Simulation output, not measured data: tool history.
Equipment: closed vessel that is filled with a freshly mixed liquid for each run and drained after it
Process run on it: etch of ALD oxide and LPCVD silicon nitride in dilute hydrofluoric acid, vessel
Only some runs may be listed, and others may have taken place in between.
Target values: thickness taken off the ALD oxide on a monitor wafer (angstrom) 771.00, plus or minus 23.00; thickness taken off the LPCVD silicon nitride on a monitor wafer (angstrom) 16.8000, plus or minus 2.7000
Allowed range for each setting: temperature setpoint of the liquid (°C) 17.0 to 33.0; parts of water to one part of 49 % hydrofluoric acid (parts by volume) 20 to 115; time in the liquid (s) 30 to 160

run,day,temperature setpoint of the liquid (°C),parts of water to one part of 49 % hydrofluoric acid (parts by volume),time in the liquid (s),thickness taken off the ALD oxide on a monitor wafer (angstrom),thickness taken off the LPCVD silicon nitride on a monitor wafer (angstrom)
1,0.000,25.0,65,80,338.87,6.5440
2,0.133,22.5,65,80,306.73,5.2134
3,0.279,24.5,55,80,401.03,7.5135
4,0.542,24.5,55,105,523.83,9.2533
5,0.608,24.5,55,135,673.75,12.2270
6,0.771,24.5,55,150,748.62,13.7520
7,0.829,28.0,60,155,808.86,17.4210
8,1.167,28.0,65,155,746.69,16.4480

Which single option among these 4 for the next run brings every result within its allowed miss of target? Just one does.
A,1.504,30.0,65,150,?,?
B,1.504,24.5,60,160,?,?
C,1.504,19.0,35,120,?,?
D,1.504,33.0,85,160,?,?

move,thickness taken off the ALD oxide on a monitor wafer (angstrom),thickness taken off the LPCVD silicon nitride on a monitor wafer (angstrom)
A,775.60,17.1750
B,724.15,13.7970
C,760.66,11.9420
D,688.60,16.9410
A: each result inside its tolerance
B: misses by more than the last run did
C: meets the target for the result that was furthest off, but another lies outside its allowed miss
D: misses by more than the last run did
A meets every target.
